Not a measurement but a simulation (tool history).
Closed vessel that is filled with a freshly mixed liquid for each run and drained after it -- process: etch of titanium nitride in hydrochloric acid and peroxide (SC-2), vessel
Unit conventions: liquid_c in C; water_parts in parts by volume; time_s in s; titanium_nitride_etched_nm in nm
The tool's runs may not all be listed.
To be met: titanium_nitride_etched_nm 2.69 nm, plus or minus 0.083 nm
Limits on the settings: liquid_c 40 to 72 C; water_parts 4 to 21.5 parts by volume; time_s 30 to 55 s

run 1 hour=0 | liquid_c=56 water_parts=12 time_s=55 | titanium_nitride_etched_nm=2.0957
run 2 hour=7 | liquid_c=56.5 water_parts=12 time_s=55 | titanium_nitride_etched_nm=2.1912
run 3 hour=11.6 | liquid_c=56.5 water_parts=12 time_s=55 | titanium_nitride_etched_nm=2.1733
run 4 hour=12.8 | liquid_c=53.5 water_parts=12 time_s=55 | titanium_nitride_etched_nm=1.7659
run 5 hour=16 | liquid_c=54.5 water_parts=12 time_s=55 | titanium_nitride_etched_nm=1.8971
run 6 hour=17.3 | liquid_c=55 water_parts=12 time_s=55 | titanium_nitride_etched_nm=1.9725
run 7 hour=18.2 | liquid_c=55.5 water_parts=12 time_s=55 | titanium_nitride_etched_nm=2.0069
run 8 hour=21.9 | liquid_c=56 water_parts=12 time_s=55 | titanium_nitride_etched_nm=2.1028
run 9 hour=24 | liquid_c=56.5 water_parts=12 time_s=55 | titanium_nitride_etched_nm=2.1752
run 10 hour=27.8 | liquid_c=57 water_parts=12 time_s=55 | titanium_nitride_etched_nm=2.278
run 11 hour=35.5 | liquid_c=57.5 water_parts=12 time_s=55 | titanium_nitride_etched_nm=2.3017
run 12 hour=42.5 | liquid_c=58 water_parts=12 time_s=55 | titanium_nitride_etched_nm=2.3693

Which single option among these 5 for the next run brings every result within its allowed miss of target? Just one does.
run A hour=49.5 | liquid_c=59.5 water_parts=11 time_s=55 | titanium_nitride_etched_nm=?
run B hour=49.5 | liquid_c=63.5 water_parts=14.5 time_s=55 | titanium_nitride_etched_nm=?
run C hour=49.5 | liquid_c=58.5 water_parts=15 time_s=55 | titanium_nitride_etched_nm=?
run D hour=49.5 | liquid_c=66.5 water_parts=9.5 time_s=30 | titanium_nitride_etched_nm=?
run E hour=49.5 | liquid_c=55 water_parts=12 time_s=55 | titanium_nitride_etched_nm=?

move=A titanium_nitride_etched_nm=2.8476
move=B titanium_nitride_etched_nm=2.877
move=C titanium_nitride_etched_nm=2.0444
move=D titanium_nitride_etched_nm=2.7029
move=E titanium_nitride_etched_nm=1.9844
A: moves the result that the last run missed by most past its target, out the other side
B: moves the result that the last run missed by most past its target, out the other side
C: further off than the last run
D: in spec on every target
E: further off than the last run
Go with D: it meets all targets.
